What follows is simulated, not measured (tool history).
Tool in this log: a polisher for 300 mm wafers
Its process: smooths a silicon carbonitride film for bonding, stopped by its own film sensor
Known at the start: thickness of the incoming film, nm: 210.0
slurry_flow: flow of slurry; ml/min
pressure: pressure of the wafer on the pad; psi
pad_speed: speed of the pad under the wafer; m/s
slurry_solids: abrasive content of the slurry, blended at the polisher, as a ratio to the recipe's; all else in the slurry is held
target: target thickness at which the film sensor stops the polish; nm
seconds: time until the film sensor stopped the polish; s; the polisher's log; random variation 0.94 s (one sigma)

run  hour  slurry_flow  pressure  pad_speed  slurry_solids  target  seconds
  1     0          260       2.4       1.12              1     178    84.07
  2   2.8          260       2.6       1.14              1     178    76.62
  3   7.9          260       2.6       1.14              1     177   82.421
  4  14.8          260       2.6       1.14            0.8     177   87.247
  5  19.9          220       2.6       1.14            0.8     177   87.576
  6  22.9          195       2.6       1.14            0.8     177    89.52
  7  25.9          195       2.8       1.18            0.8     177   81.231
  8  27.4          195         3       1.22            0.8     177   70.977
  9  29.8          195         3       1.22            0.8     177   72.987
 10  31.4          195       3.1       1.26            0.8     177   70.221
 11  35.8          195       3.2        1.3            0.8     177   65.423
 12  41.2          195       3.3       1.34            0.8     177   63.073
 13  43.1          195       3.4       1.38            0.8     177   59.587
 14    47          195       3.4        1.4            0.8     177    59.58
 15  52.2          195       3.4       1.42            0.8     177   57.245

The next listed run, before its measurement:
 16  58.7          195       3.4       1.44            0.8     177        ?

{"run 16": {"seconds": 56.896}}
